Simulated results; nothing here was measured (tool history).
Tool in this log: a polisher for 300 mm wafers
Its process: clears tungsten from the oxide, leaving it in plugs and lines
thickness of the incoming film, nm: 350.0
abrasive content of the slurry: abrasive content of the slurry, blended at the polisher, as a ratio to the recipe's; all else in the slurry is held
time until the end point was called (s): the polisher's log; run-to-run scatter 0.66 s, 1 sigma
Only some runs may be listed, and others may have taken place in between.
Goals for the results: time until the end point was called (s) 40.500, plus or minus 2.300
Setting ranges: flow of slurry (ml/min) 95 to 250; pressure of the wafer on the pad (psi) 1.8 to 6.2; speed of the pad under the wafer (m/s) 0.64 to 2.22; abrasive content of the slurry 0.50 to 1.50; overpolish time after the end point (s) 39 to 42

run,hour,flow of slurry (ml/min),pressure of the wafer on the pad (psi),speed of the pad under the wafer (m/s),abrasive content of the slurry,overpolish time after the end point (s),time until the end point was called (s)
1,0.0,160,4.0,1.42,1.00,39,64.437
2,8.9,160,4.2,1.42,1.00,39,59.272
3,12.6,160,4.3,1.42,1.00,39,58.442
4,18.3,160,4.3,1.42,1.00,42,61.027
# hour 26.3: worn pad replaced by a new one
5,26.3,200,4.3,1.42,1.00,42,51.686
6,35.1,205,4.3,1.42,1.00,42,53.622
7,40.5,205,4.4,1.42,1.00,42,53.237
8,47.4,205,4.5,1.42,1.00,42,51.574
9,56.3,205,4.6,1.42,1.00,42,50.714

Exactly one of the 5 candidate moves below puts every result within its allowed miss. Which one?
A,65.2,225,4.5,1.50,1.15,42,?
B,65.2,195,5.5,1.84,1.10,40,?
C,65.2,175,5.2,1.50,0.95,42,?
D,65.2,195,5.5,1.46,1.10,42,?
E,65.2,225,5.4,1.94,0.95,39,?

move,time until the end point was called (s)
A,47.840
B,35.437
C,45.799
D,41.735
E,35.647
A: closer than the last run, but not yet in spec
B: the result that was furthest off in the last run now lies on the other side of its target
C: closer than the last run, but not yet in spec
D: every result lands within tolerance
E: the result that was furthest off in the last run now lies on the other side of its target
Go with D: it meets all targets.
